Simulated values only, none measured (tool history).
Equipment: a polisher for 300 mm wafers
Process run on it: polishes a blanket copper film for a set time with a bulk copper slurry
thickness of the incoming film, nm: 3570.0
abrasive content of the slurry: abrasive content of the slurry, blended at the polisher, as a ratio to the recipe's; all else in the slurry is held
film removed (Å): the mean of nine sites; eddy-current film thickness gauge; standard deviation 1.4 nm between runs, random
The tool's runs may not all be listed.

| run | hour | flow of slurry (ml/min) | pressure of the wafer on the pad (psi) | speed of the pad under the wafer (cm/s) | abrasive content of the slurry | polishing time (s) | film removed (Å) |
|---|---|---|---|---|---|---|---|
| 1 | 0.0 | 145 | 3.0 | 98 | 1.0 | 35 | 3710.9 |
| 2 | 8.5 | 130 | 3.0 | 98 | 1.0 | 35 | 3579.1 |
| 3 | 13.4 | 125 | 2.9 | 98 | 1.0 | 35 | 3484.3 |
| 4 | 18.5 | 125 | 2.8 | 98 | 1.0 | 35 | 3326.4 |
| 5 | 25.0 | 125 | 2.7 | 98 | 1.0 | 35 | 3254.7 |
| 6 | 30.0 | 95 | 2.7 | 98 | 1.0 | 35 | 3023.5 |
| 7 | 37.4 | 95 | 2.6 | 98 | 1.0 | 35 | 2886.0 |
| 8 | 45.4 | 95 | 2.5 | 98 | 1.0 | 35 | 2792.4 |
| 9 | 52.4 | 95 | 2.4 | 98 | 1.0 | 35 | 2682.7 |

Forecast run 10:
| 10 | 55.3 | 90 | 2.2 | 98 | 1.0 | 35 | ? |

Logged for run 10: film removed (Å) 2440.9.
